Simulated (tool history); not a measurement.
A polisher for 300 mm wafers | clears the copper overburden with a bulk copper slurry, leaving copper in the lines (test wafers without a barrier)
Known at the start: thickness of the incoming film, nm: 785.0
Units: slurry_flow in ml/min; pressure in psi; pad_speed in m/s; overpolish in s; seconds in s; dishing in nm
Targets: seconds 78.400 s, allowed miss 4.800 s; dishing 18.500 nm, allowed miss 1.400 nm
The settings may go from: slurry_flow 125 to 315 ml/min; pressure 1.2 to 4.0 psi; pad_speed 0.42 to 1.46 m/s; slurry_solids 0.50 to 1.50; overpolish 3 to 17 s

run	hour	slurry_flow	pressure	pad_speed	slurry_solids	overpolish	seconds	dishing
1	0.0	205	2.6	0.94	1.00	9	107.780	30.192
2	3.1	205	2.5	1.02	1.00	7	107.370	25.809
3	9.8	230	2.5	1.02	1.00	7	105.740	27.655
4	15.9	230	2.5	1.02	0.85	7	109.920	26.812
5	20.8	230	2.5	1.02	0.85	9	108.250	31.048
6	24.3	230	2.5	1.02	0.85	6	108.900	25.076
7	28.8	200	2.5	1.08	0.90	5	103.330	22.366
8	34.5	180	2.6	1.14	0.85	4	96.929	20.090

5 next moves are on the table. One of them brings every result within its allowed miss. Which?
A	40.2	170	2.7	1.26	0.80	4	?	?
B	40.2	210	3.3	1.04	1.00	3	?	?
C	40.2	165	3.2	1.06	0.75	4	?	?
D	40.2	155	2.1	1.46	0.90	5	?	?
E	40.2	130	3.0	1.16	0.85	4	?	?

move	seconds	dishing
A	87.676	21.851
B	81.575	18.737
C	88.773	21.794
D	97.332	23.453
E	89.892	21.547
A: nearer than the last run, and not there yet
B: meets every target
C: nearer than the last run, and not there yet
D: as far off as the last run
E: nearer than the last run, and not there yet
The right move is B.

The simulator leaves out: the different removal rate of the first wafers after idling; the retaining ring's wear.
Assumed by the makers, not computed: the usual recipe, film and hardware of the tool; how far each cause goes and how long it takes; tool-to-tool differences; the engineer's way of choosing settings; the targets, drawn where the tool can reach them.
